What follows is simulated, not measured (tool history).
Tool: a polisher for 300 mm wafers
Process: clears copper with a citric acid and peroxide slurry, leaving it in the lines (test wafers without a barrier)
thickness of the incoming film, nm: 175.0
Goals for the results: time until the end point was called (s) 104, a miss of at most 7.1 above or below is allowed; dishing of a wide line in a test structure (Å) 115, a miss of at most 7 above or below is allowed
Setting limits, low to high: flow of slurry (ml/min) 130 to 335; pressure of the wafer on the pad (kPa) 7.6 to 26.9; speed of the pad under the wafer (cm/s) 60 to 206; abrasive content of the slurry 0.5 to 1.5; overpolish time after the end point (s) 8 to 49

run  hour  flow of slurry (ml/min)  pressure of the wafer on the pad (kPa)  speed of the pad under the wafer (cm/s)  abrasive content of the slurry  overpolish time after the end point (s)  time until the end point was called (s)  dishing of a wide line in a test structure (Å)
  1     0                      215                                    17.2                                      132                               1                                       25                                    78.45                                          368.06
  2   5.3                      215                                    20.7                                      132                               1                                       25                                   65.207                                          423.83
  3  13.1                      215                                    20.7                                      132                            1.15                                       25                                   63.282                                          429.48
  4  17.7                      210                                      20                                      114                            1.25                                       21                                   73.852                                          320.91
  5    21                      205                                    19.3                                      104                             1.3                                       18                                   78.509                                          253.12
  6  29.1                      205                                    19.3                                       74                             1.3                                       18                                   115.59                                          190.89
  7  34.2                      185                                    17.9                                       80                            1.35                                       15                                    116.2                                          156.22
  8  41.5                      130                                    16.5                                       98                             1.5                                        8                                   103.06                                             100
  9  45.5                      140                                    16.5                                       98                             1.5                                        8                                   98.656                                          96.729
 10  48.8                      145                                    16.5                                       96                            1.45                                        8                                   100.69                                          92.821
 11    53                      155                                    16.5                                       94                            1.45                                        9                                   103.27                                             102

Consider the 4 candidate settings below. Which is the only one whose results all fall within their allowed miss of target?
  A  57.2                      195                                    15.9                                      104                            1.25                                        8                                        ?                                               ?
  B  57.2                      140                                    19.3                                       82                             1.5                                       10                                        ?                                               ?
  C  57.2                      130                                    17.2                                      100                            1.45                                        8                                        ?                                               ?
  D  57.2                      140                                    15.9                                       96                             1.5                                        8                                        ?                                               ?

move  time until the end point was called (s)  dishing of a wide line in a test structure (Å)
   A                                   99.703                                          98.622
   B                                   106.04                                          115.63
   C                                   98.152                                          100.23
   D                                   107.27                                          91.864
A: lands further from the targets than the last run did
B: all results land within tolerance of their targets
C: lands further from the targets than the last run did
D: lands further from the targets than the last run did
Move B is the one to make.

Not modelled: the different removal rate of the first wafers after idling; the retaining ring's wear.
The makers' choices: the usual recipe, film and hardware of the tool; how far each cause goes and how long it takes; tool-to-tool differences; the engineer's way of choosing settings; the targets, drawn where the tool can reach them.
